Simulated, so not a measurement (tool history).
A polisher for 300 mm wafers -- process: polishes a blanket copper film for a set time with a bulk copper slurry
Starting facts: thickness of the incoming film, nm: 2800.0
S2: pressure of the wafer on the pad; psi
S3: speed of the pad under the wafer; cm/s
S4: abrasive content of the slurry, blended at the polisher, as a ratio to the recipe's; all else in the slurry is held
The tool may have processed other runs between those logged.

{"run": 1, "hour": 0.0, "flow of slurry (ml/min)": 265, "S2": 3.0, "S3": 98, "S4": 1.0, "polishing time (s)": 48, "film removed (Å)": 5326.8}
{"run": 2, "hour": 2.8, "flow of slurry (ml/min)": 260, "S2": 2.8, "S3": 98, "S4": 1.0, "polishing time (s)": 48, "film removed (Å)": 5034.6}
{"run": 3, "hour": 10.0, "flow of slurry (ml/min)": 260, "S2": 2.8, "S3": 98, "S4": 1.1, "polishing time (s)": 48, "film removed (Å)": 5099.4}
{"run": 4, "hour": 13.6, "flow of slurry (ml/min)": 260, "S2": 2.7, "S3": 98, "S4": 1.1, "polishing time (s)": 48, "film removed (Å)": 4930.8}
{"run": 5, "hour": 16.2, "flow of slurry (ml/min)": 260, "S2": 2.7, "S3": 98, "S4": 1.1, "polishing time (s)": 48, "film removed (Å)": 4877.5}
{"run": 6, "hour": 17.3, "flow of slurry (ml/min)": 260, "S2": 2.7, "S3": 98, "S4": 1.1, "polishing time (s)": 48, "film removed (Å)": 4905.7}

Run 7 is up next; what results do you expect?
{"run": 7, "hour": 18.4, "flow of slurry (ml/min)": 260, "S2": 2.6, "S3": 98, "S4": 1.1, "polishing time (s)": 48, "film removed (Å)": "?"}

Run 7 measured film removed (Å) 4732.9.

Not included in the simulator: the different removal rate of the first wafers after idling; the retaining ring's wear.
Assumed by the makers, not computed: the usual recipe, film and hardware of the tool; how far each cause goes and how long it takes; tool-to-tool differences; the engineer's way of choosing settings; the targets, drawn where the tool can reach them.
